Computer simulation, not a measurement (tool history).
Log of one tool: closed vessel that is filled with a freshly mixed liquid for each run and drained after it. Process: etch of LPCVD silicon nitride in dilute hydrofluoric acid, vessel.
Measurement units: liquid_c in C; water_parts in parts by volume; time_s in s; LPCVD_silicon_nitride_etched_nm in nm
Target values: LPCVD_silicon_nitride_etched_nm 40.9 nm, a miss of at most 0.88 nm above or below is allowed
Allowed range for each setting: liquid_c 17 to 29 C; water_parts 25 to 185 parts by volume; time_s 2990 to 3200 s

run  hour  liquid_c  water_parts  time_s  LPCVD_silicon_nitride_etched_nm
  1     0        21          105    2990                           14.678
  2   1.7      23.5           90    2995                           20.096
  3   7.6      26.5           90    2995                           24.453
  4  13.3      26.5           90    3200                             26.3
  5  20.7      27.5           80    3200                           31.305
  6  23.4      27.5           80    3200                           31.275
  7  24.9        28           75    3200                           34.599
  8  26.6      28.5           70    3200                           37.986
  9  30.2        29           70    3200                           39.476
 10  31.9        29           70    3200                           39.949

Next run, 5 choices. One meets every target within its allowed miss, the rest don't. Which?
  A  33.6      28.5           65    3030                                ?
  B  33.6        27           55    2990                                ?
  C  33.6        29           70    3130                                ?
  D  33.6        26           55    2990                                ?
  E  33.6        29           70    3160                                ?

move  LPCVD_silicon_nitride_etched_nm
   A                           38.797
   B                           40.953
   C                           38.451
   D                           38.337
   E                            38.82
A: lands further from the targets than the last run did
B: every result lands within tolerance
C: lands further from the targets than the last run did
D: lands further from the targets than the last run did
E: lands further from the targets than the last run did
Answer: B
